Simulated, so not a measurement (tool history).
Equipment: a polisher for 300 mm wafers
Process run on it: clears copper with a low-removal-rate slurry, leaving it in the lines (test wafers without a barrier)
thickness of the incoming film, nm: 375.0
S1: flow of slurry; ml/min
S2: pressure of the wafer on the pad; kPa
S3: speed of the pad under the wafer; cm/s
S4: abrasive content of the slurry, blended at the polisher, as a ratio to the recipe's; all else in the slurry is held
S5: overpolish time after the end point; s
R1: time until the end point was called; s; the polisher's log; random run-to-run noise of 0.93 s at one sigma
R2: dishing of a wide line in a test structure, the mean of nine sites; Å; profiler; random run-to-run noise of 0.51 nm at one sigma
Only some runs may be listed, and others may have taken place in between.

run	day	S1	S2	S3	S4	S5	R1	R2
1	0.000	170	27.6	102	1.00	10	84.597	335.54
2	0.033	170	28.3	102	1.00	11	83.592	368.57
3	0.271	170	28.3	102	1.05	11	80.747	378.10
4	0.471	170	21.4	102	1.05	11	105.110	295.75
5	0.525	170	21.4	124	1.05	11	89.990	333.49
6	0.717	170	22.1	124	1.05	11	86.976	341.97
7	0.992	170	22.8	124	1.05	11	86.503	351.17

Expected results for the next run?
8	1.350	170	23.4	124	1.05	11	?	?

Run 8 measured R1 83.153 s, R2 370.95 Å.

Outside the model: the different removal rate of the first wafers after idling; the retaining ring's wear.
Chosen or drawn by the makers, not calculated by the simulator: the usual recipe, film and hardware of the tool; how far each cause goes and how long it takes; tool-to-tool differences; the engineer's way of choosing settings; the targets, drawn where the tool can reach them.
